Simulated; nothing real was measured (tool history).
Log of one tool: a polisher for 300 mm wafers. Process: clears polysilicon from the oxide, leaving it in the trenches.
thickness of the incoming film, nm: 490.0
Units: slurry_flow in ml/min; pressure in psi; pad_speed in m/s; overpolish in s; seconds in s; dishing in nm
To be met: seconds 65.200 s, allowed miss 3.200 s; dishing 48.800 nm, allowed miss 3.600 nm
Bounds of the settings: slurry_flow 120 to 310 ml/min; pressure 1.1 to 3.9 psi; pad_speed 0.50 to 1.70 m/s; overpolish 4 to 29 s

| run | hour | slurry_flow | pressure | pad_speed | overpolish | seconds | dishing |
|---|---|---|---|---|---|---|---|
| 1 | 0.0 | 200 | 2.5 | 1.10 | 15 | 39.447 | 51.694 |
| 2 | 1.4 | 220 | 2.5 | 1.10 | 15 | 37.381 | 50.408 |
| 3 | 4.2 | 220 | 2.5 | 1.10 | 12 | 38.545 | 46.438 |
| 4 | 11.7 | 205 | 2.2 | 1.08 | 13 | 44.085 | 48.194 |
| 5 | 17.6 | 225 | 2.2 | 1.08 | 13 | 43.753 | 48.711 |
| 6 | 20.0 | 225 | 2.4 | 1.08 | 13 | 39.153 | 48.144 |
| 7 | 22.5 | 225 | 2.4 | 1.08 | 13 | 40.024 | 48.272 |
| 8 | 25.0 | 215 | 2.1 | 1.06 | 13 | 47.079 | 46.536 |
| 9 | 29.8 | 205 | 1.9 | 1.06 | 15 | 51.940 | 50.179 |
| 10 | 35.4 | 195 | 1.8 | 1.06 | 15 | 54.473 | 46.608 |

Which of these 5 next moves meets every target?
| A | 41.0 | 190 | 1.9 | 1.08 | 14 | ? | ? |
| B | 41.0 | 195 | 1.5 | 1.06 | 20 | ? | ? |
| C | 41.0 | 205 | 2.3 | 1.14 | 17 | ? | ? |
| D | 41.0 | 145 | 1.9 | 1.18 | 14 | ? | ? |
| E | 41.0 | 205 | 2.0 | 1.26 | 8 | ? | ? |

| move | seconds | dishing |
|---|---|---|
| A | 50.776 | 48.446 |
| B | 64.610 | 49.654 |
| C | 39.708 | 51.910 |
| D | 48.357 | 48.982 |
| E | 41.229 | 43.510 |
A: further off than the last run
B: meets every target
C: further off than the last run
D: further off than the last run
E: further off than the last run
The right move is B.
